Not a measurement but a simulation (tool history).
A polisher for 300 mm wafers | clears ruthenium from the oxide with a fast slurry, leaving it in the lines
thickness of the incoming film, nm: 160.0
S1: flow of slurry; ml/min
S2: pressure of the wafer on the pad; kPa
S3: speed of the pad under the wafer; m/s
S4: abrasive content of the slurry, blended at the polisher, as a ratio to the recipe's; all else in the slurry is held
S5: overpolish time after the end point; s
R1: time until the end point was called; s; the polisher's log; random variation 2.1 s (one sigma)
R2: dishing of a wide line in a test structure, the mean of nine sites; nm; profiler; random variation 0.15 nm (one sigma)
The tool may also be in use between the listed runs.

run,hour,S1,S2,S3,S4,S5,R1,R2
1,0.0,130,14.5,1.12,1.00,30,54.394,61.7700
2,5.6,130,14.5,1.12,0.90,30,55.553,63.3430
3,7.5,120,13.1,0.98,1.05,25,68.100,45.8730
4,8.8,100,13.1,0.98,1.05,25,69.550,42.8910
# hour 13.4: worn pad replaced by a new one
5,13.4,100,13.1,0.98,0.90,25,69.793,42.9250
6,14.5,100,11.0,0.98,0.90,25,79.133,37.9650
7,20.0,95,10.3,0.88,0.80,21,100.820,25.9590
8,23.9,80,13.8,0.56,0.55,9,146.430,8.0294

Forecast run 9:
9,26.4,90,14.5,0.56,0.55,9,?,?

Run 9 gave R1 135.900 s, R2 8.7350 nm.
